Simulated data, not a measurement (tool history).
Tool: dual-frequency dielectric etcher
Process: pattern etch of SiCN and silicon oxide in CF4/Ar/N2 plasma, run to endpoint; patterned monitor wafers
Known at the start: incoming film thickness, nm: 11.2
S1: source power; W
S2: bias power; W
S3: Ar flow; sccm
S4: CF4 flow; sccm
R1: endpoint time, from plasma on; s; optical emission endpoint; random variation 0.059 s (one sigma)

run	hour	S1	S2	S3	S4	R1
1	0	440	54	84	53	14.614
2	6.9	440	54	94	53	14.857
3	7.5	470	54	94	53	14.097
4	14.9	440	54	94	53	14.74
5	22.6	480	54	94	53	13.756
6	28.5	480	48	94	53	14.132
7	37.3	570	49	94	53	12.256

The next listed run, before its measurement:
8	45.7	570	49	94	53	?

R1: 12.189 s
